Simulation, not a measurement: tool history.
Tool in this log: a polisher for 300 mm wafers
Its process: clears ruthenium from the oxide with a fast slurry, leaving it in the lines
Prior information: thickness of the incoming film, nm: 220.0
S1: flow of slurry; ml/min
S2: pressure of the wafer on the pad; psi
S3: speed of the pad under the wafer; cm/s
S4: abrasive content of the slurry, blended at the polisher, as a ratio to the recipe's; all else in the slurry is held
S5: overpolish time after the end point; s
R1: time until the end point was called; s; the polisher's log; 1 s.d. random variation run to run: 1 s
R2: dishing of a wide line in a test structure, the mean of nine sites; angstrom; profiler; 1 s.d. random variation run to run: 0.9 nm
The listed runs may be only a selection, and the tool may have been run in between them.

run	hour	S1	S2	S3	S4	S5	R1	R2
1	0	240	1.9	108	1	24	61.793	720.44
2	1.1	235	1.6	108	1	27	72.827	705.49
3	6.7	235	1.9	108	1	27	62.01	790.64
4	11.2	235	2.4	108	1	27	51.074	907.96
5	18.3	230	1.9	106	1	28	64.273	803.51
6	20.4	225	1.6	106	1	29	74.923	719.32
7	29	215	1.4	106	1	30	83.098	698.77
8	36.8	215	1.4	106	1	30	82.661	677.09
9	42.6	205	1.3	106	1	31	90.771	665.92
# hour 46.8: head pressure recalibrated
10	46.8	190	1.3	106	1	31	97.778	618.42

For run 11, what comes out?
11	53.8	185	1.3	106	1	32	?	?

R1: 99.012 s
R2: 624.79 angstrom
